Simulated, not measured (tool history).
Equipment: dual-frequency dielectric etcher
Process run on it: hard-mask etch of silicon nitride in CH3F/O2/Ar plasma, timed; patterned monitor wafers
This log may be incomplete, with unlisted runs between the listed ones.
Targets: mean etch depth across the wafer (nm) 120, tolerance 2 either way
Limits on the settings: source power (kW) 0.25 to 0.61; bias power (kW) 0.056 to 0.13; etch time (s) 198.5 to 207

| run | hour | source power (kW) | bias power (kW) | etch time (s) | mean etch depth across the wafer (nm) |
|---|---|---|---|---|---|
| 1 | 0 | 0.43 | 0.093 | 198.5 | 159.36 |
| 2 | 1.3 | 0.43 | 0.077 | 198.5 | 148.53 |
| 3 | 5.4 | 0.43 | 0.064 | 198.5 | 140.19 |
| 4 | 7.5 | 0.43 | 0.056 | 198.5 | 134.41 |
|  | 12.8 | bias power generator calibrated |
| 5 | 12.8 | 0.43 | 0.056 | 207 | 142.39 |
| 6 | 15.9 | 0.43 | 0.056 | 207 | 141.64 |
| 7 | 24.4 | 0.41 | 0.056 | 206.5 | 139.05 |
| 8 | 25.9 | 0.39 | 0.056 | 206 | 134.92 |

Of the 4 settings listed for the next run, only one would bring every result within its allowed miss of target. Which one?
| A | 27.4 | 0.32 | 0.056 | 201.5 | ? |
| B | 27.4 | 0.32 | 0.057 | 207 | ? |
| C | 27.4 | 0.34 | 0.062 | 198.5 | ? |
| D | 27.4 | 0.35 | 0.056 | 199.5 | ? |

| move | mean etch depth across the wafer (nm) |
|---|---|
| A | 120.86 |
| B | 124.87 |
| C | 126.59 |
| D | 124.73 |
A: every result within its allowed miss
B: nearer the targets than the last run, but a result is still out of spec
C: nearer the targets than the last run, but a result is still out of spec
D: nearer the targets than the last run, but a result is still out of spec
A is the move that brings every result within its allowed miss.

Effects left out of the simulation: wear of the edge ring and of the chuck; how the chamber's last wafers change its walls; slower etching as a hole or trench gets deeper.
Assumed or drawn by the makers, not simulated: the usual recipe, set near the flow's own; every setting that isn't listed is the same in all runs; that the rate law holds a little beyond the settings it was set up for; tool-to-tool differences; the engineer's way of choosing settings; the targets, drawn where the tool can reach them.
